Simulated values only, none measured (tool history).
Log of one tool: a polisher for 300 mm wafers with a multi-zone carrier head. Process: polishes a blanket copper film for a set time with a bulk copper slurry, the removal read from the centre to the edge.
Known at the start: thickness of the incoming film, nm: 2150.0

| run | hour | flow of slurry (ml/min) | pressure of the head's centre zone | pressure of the head's middle zone | pressure of the head's edge zone | abrasive content of the slurry | polishing time (s) | film removed at the wafer's centre (Å) | film removed at mid-radius (Å) | film removed at the wafer's edge (Å) |
|---|---|---|---|---|---|---|---|---|---|---|
| 1 | 0 | 140 | 1 | 1 | 1 | 1 | 85 | 9341.2 | 8532.8 | 8391.8 |
| 2 | 8.5 | 165 | 1 | 1 | 1 | 1 | 85 | 9688.4 | 8606.2 | 8675.5 |
| 3 | 16.6 | 145 | 1 | 1 | 1 | 1 | 85 | 9430 | 8539.5 | 8415.1 |
| 4 | 18.8 | 130 | 0.96 | 1 | 0.98 | 0.9 | 74 | 7523.4 | 7039.2 | 7025.1 |
|  | 20.7 | centre zone pressure recalibrated |
| 5 | 20.7 | 130 | 0.96 | 1 | 0.98 | 1.1 | 74 | 7285.3 | 7417.2 | 7264.7 |
| 6 | 27 | 130 | 0.96 | 1 | 0.98 | 1.25 | 74 | 7431.7 | 7671.1 | 7421.1 |
| 7 | 30.3 | 120 | 0.93 | 1.01 | 0.94 | 1.15 | 66 | 6202.6 | 6848 | 6444.7 |

The next listed run, before its measurement:
| 8 | 38 | 110 | 0.9 | 1.01 | 0.91 | 1.05 | 60 | ? | ? | ? |

Run 8 gave film removed at the wafer's centre (Å) 5328.1, film removed at mid-radius (Å) 5781, film removed at the wafer's edge (Å) 5743.4.
